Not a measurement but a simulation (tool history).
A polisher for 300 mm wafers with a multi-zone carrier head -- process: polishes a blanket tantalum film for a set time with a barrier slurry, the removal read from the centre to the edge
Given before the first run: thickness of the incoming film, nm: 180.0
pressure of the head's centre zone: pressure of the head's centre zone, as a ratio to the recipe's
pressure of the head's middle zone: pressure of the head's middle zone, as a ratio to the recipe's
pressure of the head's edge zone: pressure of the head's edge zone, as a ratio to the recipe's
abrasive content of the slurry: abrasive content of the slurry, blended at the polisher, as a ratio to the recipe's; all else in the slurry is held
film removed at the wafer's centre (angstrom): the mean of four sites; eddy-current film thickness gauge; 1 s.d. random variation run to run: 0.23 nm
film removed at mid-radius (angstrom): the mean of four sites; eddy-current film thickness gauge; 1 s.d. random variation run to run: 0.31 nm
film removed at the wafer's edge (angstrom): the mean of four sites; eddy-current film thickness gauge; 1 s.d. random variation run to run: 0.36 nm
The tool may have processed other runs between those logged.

run	day	flow of slurry (ml/min)	pressure of the head's centre zone	pressure of the head's middle zone	pressure of the head's edge zone	abrasive content of the slurry	polishing time (s)	film removed at the wafer's centre (angstrom)	film removed at mid-radius (angstrom)	film removed at the wafer's edge (angstrom)
1	0	280	1	1	1	1	31	333.15	336.11	337.55
2	0.358	280	0.92	1	1	1	31	309.74	338.14	326.53
3	0.588	280	0.92	1	1.05	1	31	307.64	338.93	335.61
4	0.675	215	0.92	1	1.05	1	31	295.64	330.1	331.66
5	0.942	235	0.94	0.97	1	0.95	31	304.73	323.08	316.18
6	1.154	235	0.94	0.97	1	0.95	28	274.15	291.06	292.44
7	1.388	260	0.96	0.95	0.98	0.95	28	280.57	286.29	289.24
8	1.625	275	0.98	0.94	0.96	0.95	28	286.49	284.65	282.81
9	1.775	285	1	0.93	0.96	0.95	28	293.73	281.09	287.99
10	2.004	285	1	0.93	0.96	0.95	28	289.81	287.1	293.57
11	2.321	290	1.03	0.92	0.94	0.95	28	299.14	282.94	279.45
12	2.683	300	1.05	0.91	0.95	0.95	28	309.25	286.38	292.57
13	2.954	300	1.05	0.91	0.95	0.95	28	306.58	281.18	287.13
14	3.238	305	1.06	0.9	0.95	0.95	28	310.99	277.28	282.94

Run 15 is up next; what results do you expect?
15	3.55	310	1.06	0.9	0.96	0.95	28	?	?	?

film removed at the wafer's centre (angstrom): 310.1
film removed at mid-radius (angstrom): 281.9
film removed at the wafer's edge (angstrom): 289.05
